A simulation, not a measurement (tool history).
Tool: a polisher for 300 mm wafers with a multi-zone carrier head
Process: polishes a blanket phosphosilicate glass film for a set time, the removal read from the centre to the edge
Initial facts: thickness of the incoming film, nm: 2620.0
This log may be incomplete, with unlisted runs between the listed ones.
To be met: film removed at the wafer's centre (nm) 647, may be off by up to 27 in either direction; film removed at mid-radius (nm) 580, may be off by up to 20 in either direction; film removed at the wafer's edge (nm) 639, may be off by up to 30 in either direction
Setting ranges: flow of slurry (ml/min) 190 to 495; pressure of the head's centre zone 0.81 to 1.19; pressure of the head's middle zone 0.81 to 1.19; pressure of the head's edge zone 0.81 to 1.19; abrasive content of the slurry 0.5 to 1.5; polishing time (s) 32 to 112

run,hour,flow of slurry (ml/min),pressure of the head's centre zone,pressure of the head's middle zone,pressure of the head's edge zone,abrasive content of the slurry,polishing time (s),film removed at the wafer's centre (nm),film removed at mid-radius (nm),film removed at the wafer's edge (nm)
1,0,320,1,1,1,1,72,407.79,413.12,433.67
2,6.8,320,1.02,1,1.01,1.05,73,427.28,418.5,441.45
3,14.1,290,1.02,1,1.01,1.05,73,420.35,416.19,434.64
4,17.3,305,1.03,1,1.02,1.1,74,444.44,433.14,453.46
5,23.3,315,1.04,1,1.03,1.15,75,465.56,439.8,454.79
6,28.8,385,1.04,1,1.03,1.15,75,467.92,453.17,467.68
7,32.4,385,1.04,0.99,1.04,1.2,77,490.22,462.21,499.26
# hour 39.5: slurry nozzle cleaned
8,39.5,385,1.04,0.99,1.04,1.25,78,515.85,494.54,509.11
9,46.7,385,1.04,0.98,1.05,1.3,79,541.77,504.45,534.11
10,54.3,380,1.08,1.02,1.15,1.5,82,609.69,560.4,605.46
11,55.1,385,1.09,1.01,1.16,1.5,84,612.96,570.13,636.65

Which of these 5 next moves meets every target?
A,55.9,400,1.06,0.97,1.19,1.5,83,?,?,?
B,55.9,345,0.97,1.05,1.08,1.5,87,?,?,?
C,55.9,370,1.01,1.04,1.19,1.4,84,?,?,?
D,55.9,385,1.1,0.99,1.14,1.5,88,?,?,?
E,55.9,395,0.98,0.96,1.19,1,94,?,?,?

move,film removed at the wafer's centre (nm),film removed at mid-radius (nm),film removed at the wafer's edge (nm)
A,602.16,544.61,615.05
B,570.02,603.61,607.17
C,566.2,570.45,607.52
D,660.69,585.64,636.12
E,563.41,547.02,623.13
A: further off than the last run
B: further off than the last run
C: further off than the last run
D: all results land within tolerance of their targets
E: further off than the last run
Correct choice: D, which meets every target

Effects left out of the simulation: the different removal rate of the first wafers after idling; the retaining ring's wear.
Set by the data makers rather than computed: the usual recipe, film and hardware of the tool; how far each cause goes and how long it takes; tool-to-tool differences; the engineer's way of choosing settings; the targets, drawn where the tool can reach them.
